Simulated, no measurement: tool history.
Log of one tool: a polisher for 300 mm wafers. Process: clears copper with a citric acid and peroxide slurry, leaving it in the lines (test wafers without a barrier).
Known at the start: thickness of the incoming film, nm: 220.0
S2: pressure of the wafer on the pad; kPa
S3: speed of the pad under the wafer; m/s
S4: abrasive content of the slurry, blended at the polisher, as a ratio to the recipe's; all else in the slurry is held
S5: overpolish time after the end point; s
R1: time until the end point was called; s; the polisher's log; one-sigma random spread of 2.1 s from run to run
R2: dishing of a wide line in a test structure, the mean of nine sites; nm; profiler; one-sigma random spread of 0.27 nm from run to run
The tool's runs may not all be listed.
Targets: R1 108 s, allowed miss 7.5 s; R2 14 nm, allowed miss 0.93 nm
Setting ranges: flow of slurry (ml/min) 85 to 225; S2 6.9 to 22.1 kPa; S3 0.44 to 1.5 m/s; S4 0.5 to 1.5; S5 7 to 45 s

Run 1, hour 0: flow of slurry (ml/min) 145, S2 14.5 kPa, S3 0.96 m/s, S4 1, S5 23 s. Result: R1 182.38 s, R2 19.96 nm.
Run 2, hour 1.9: flow of slurry (ml/min) 145, S2 14.5 kPa, S3 0.96 m/s, S4 1, S5 15 s. Result: R1 183.51 s, R2 13.675 nm.
Run 3, hour 10.2: flow of slurry (ml/min) 145, S2 15.2 kPa, S3 0.98 m/s, S4 1, S5 14 s. Result: R1 175.01 s, R2 13.188 nm.
Run 4, hour 16.2: flow of slurry (ml/min) 160, S2 15.2 kPa, S3 0.98 m/s, S4 1, S5 14 s. Result: R1 167.28 s, R2 13.559 nm.
Run 5, hour 18: flow of slurry (ml/min) 160, S2 15.2 kPa, S3 0.98 m/s, S4 1, S5 21 s. Result: R1 170.44 s, R2 19.582 nm.
Run 6, hour 23.3: flow of slurry (ml/min) 155, S2 15.9 kPa, S3 1 m/s, S4 1, S5 19 s. Result: R1 164.11 s, R2 18.782 nm.
Run 7, hour 27.2: flow of slurry (ml/min) 165, S2 15.9 kPa, S3 1.04 m/s, S4 1.05, S5 17 s. Result: R1 154.63 s, R2 18.303 nm.
Run 8, hour 33.4: flow of slurry (ml/min) 165, S2 16.5 kPa, S3 1.06 m/s, S4 0.95, S5 15 s. Result: R1 148.87 s, R2 16.82 nm.
Run 9, hour 41: flow of slurry (ml/min) 170, S2 20.7 kPa, S3 1.14 m/s, S4 0.7, S5 7 s. Result: R1 120.5 s, R2 10.128 nm.
Run 10, hour 49.5: flow of slurry (ml/min) 170, S2 20.7 kPa, S3 1.16 m/s, S4 0.7, S5 7 s. Result: R1 121.19 s, R2 9.8248 nm.
Run 11, hour 52.8: flow of slurry (ml/min) 170, S2 20.7 kPa, S3 1.18 m/s, S4 0.75, S5 7 s. Result: R1 116.14 s, R2 10.318 nm.
Run 12, hour 53.5: flow of slurry (ml/min) 170, S2 21.4 kPa, S3 1.22 m/s, S4 0.8, S5 14 s. Result: R1 110.47 s, R2 20.472 nm.
Run 13, hour 54.4: flow of slurry (ml/min) 170, S2 21.4 kPa, S3 1.22 m/s, S4 0.75, S5 13 s. Result: R1 111.29 s, R2 19.659 nm.
Run 14, hour 62.9: flow of slurry (ml/min) 170, S2 21.4 kPa, S3 1.22 m/s, S4 0.75, S5 12 s. Result: R1 110.88 s, R2 17.205 nm.
Run 15, hour 70: flow of slurry (ml/min) 175, S2 22.1 kPa, S3 1.22 m/s, S4 0.7, S5 11 s. Result: R1 108.99 s, R2 17.2 nm.
Run 16, hour 78.8: flow of slurry (ml/min) 170, S2 22.1 kPa, S3 1.22 m/s, S4 0.7, S5 11 s. Result: R1 109.85 s, R2 17.159 nm.
At hour 85.8: worn pad replaced by a new one.
Run 17, hour 85.8: flow of slurry (ml/min) 195, S2 20.7 kPa, S3 1.24 m/s, S4 0.7, S5 7 s. Result: R1 102.04 s, R2 11.939 nm.
Run 18, hour 92.5: flow of slurry (ml/min) 190, S2 20.7 kPa, S3 1.24 m/s, S4 0.7, S5 7 s. Result: R1 98.753 s, R2 11.624 nm.

Which of these 4 next moves meets every target?
Run A, hour 99.2: flow of slurry (ml/min) 165, S2 21.4 kPa, S3 1.1 m/s, S4 0.8, S5 9 s. Result: R1 ?, R2 ?.
Run B, hour 99.2: flow of slurry (ml/min) 165, S2 20.7 kPa, S3 1.14 m/s, S4 0.8, S5 11 s. Result: R1 ?, R2 ?.
Run C, hour 99.2: flow of slurry (ml/min) 190, S2 20.7 kPa, S3 1.1 m/s, S4 0.85, S5 10 s. Result: R1 ?, R2 ?.
Run D, hour 99.2: flow of slurry (ml/min) 185, S2 18.6 kPa, S3 0.96 m/s, S4 0.8, S5 13 s. Result: R1 ?, R2 ?.

move      R1      R2
   A  107.41  14.359
   B  108.28  17.149
   C  107.73  15.782
   D  132.25  16.607
A: each result inside its tolerance
B: takes the result that was furthest off past its target
C: takes the result that was furthest off past its target
D: takes the result that was furthest off past its target
So the answer is move A, the one that meets all the targets.
